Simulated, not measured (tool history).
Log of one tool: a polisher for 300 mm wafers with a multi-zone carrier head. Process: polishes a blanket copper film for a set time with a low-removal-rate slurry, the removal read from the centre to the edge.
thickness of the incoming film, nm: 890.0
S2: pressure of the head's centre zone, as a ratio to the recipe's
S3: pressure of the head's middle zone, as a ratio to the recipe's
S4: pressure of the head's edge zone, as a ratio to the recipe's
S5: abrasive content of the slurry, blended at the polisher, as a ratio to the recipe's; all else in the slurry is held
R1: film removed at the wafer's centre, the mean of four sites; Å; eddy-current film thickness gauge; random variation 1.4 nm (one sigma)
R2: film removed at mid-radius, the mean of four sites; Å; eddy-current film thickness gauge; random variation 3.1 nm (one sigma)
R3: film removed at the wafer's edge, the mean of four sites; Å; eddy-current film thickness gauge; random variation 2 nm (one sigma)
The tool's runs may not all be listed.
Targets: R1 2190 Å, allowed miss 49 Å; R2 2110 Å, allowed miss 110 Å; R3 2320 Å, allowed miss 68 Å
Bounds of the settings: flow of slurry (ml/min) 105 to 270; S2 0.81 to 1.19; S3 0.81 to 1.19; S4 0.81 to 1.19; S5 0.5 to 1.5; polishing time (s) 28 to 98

run 1 day=0 | flow_of_slurry_(ml/min)=175 S2=1 S3=1 S4=1 S5=1 polishing_time_(s)=63 | R1=1874.1 R2=1830.2 R3=1916.1
run 2 day=0.15 | flow_of_slurry_(ml/min)=175 S2=1 S3=1 S4=1 S5=0.9 polishing_time_(s)=63 | R1=1825.4 R2=1821.1 R3=1882.1
run 3 day=0.346 | flow_of_slurry_(ml/min)=185 S2=1.01 S3=1.01 S4=1.04 S5=0.95 polishing_time_(s)=63 | R1=1889.6 R2=1822.3 R3=1950.2
run 4 day=0.5 | flow_of_slurry_(ml/min)=195 S2=1.01 S3=1.03 S4=1.07 S5=1 polishing_time_(s)=63 | R1=1929.9 R2=1917 R3=2025.9
run 5 day=0.579 | flow_of_slurry_(ml/min)=195 S2=0.97 S3=1.03 S4=1.07 S5=1 polishing_time_(s)=63 | R1=1867.1 R2=1890.8 R3=2027.4
run 6 day=0.721 | flow_of_slurry_(ml/min)=195 S2=1.03 S3=1.03 S4=1.07 S5=1 polishing_time_(s)=63 | R1=1955.7 R2=1912.8 R3=2038.1
run 7 day=1.075 | flow_of_slurry_(ml/min)=195 S2=1.03 S3=1.03 S4=1.07 S5=1 polishing_time_(s)=63 | R1=1958.3 R2=1912.3 R3=2025.9
-- day=1.325 slurry nozzle cleaned
run 8 day=1.325 | flow_of_slurry_(ml/min)=245 S2=1.05 S3=1.05 S4=1.17 S5=1.2 polishing_time_(s)=64 | R1=2268.9 R2=2211.8 R3=2409.4
run 9 day=1.467 | flow_of_slurry_(ml/min)=240 S2=1.05 S3=1.05 S4=1.17 S5=1.2 polishing_time_(s)=64 | R1=2288.4 R2=2213.6 R3=2369.3
run 10 day=1.708 | flow_of_slurry_(ml/min)=240 S2=1.05 S3=1.05 S4=1.17 S5=1.2 polishing_time_(s)=64 | R1=2282.2 R2=2195.7 R3=2367.6
run 11 day=1.875 | flow_of_slurry_(ml/min)=235 S2=1.05 S3=1.05 S4=1.17 S5=1.2 polishing_time_(s)=64 | R1=2292.2 R2=2287.6 R3=2378.9
run 12 day=2.021 | flow_of_slurry_(ml/min)=235 S2=1.04 S3=1.04 S4=1.16 S5=1.2 polishing_time_(s)=64 | R1=2274.9 R2=2222.1 R3=2358

5 next moves are on the table. One of them brings every result within its allowed miss. Which?
run A day=2.167 | flow_of_slurry_(ml/min)=190 S2=0.95 S3=0.94 S4=1.03 S5=1.3 polishing_time_(s)=67 | R1=? R2=? R3=?
run B day=2.167 | flow_of_slurry_(ml/min)=235 S2=1.1 S3=1.04 S4=1.13 S5=1.25 polishing_time_(s)=63 | R1=? R2=? R3=?
run C day=2.167 | flow_of_slurry_(ml/min)=240 S2=1.17 S3=1.04 S4=1.09 S5=1.45 polishing_time_(s)=59 | R1=? R2=? R3=?
run D day=2.167 | flow_of_slurry_(ml/min)=200 S2=1.08 S3=1.17 S4=1.08 S5=1.5 polishing_time_(s)=63 | R1=? R2=? R3=?
run E day=2.167 | flow_of_slurry_(ml/min)=270 S2=1.07 S3=0.98 S4=1.15 S5=1.15 polishing_time_(s)=64 | R1=? R2=? R3=?

move=A R1=2165.1 R2=2122.3 R3=2305.7
move=B R1=2348.3 R2=2197 R3=2293.1
move=C R1=2400 R2=2130.3 R3=2182.5
move=D R1=2357.8 R2=2466 R3=2295.6
move=E R1=2326.5 R2=2123.3 R3=2336.6
A: meets every target
B: further off than the last run
C: further off than the last run
D: further off than the last run
E: further off than the last run
Answer: A

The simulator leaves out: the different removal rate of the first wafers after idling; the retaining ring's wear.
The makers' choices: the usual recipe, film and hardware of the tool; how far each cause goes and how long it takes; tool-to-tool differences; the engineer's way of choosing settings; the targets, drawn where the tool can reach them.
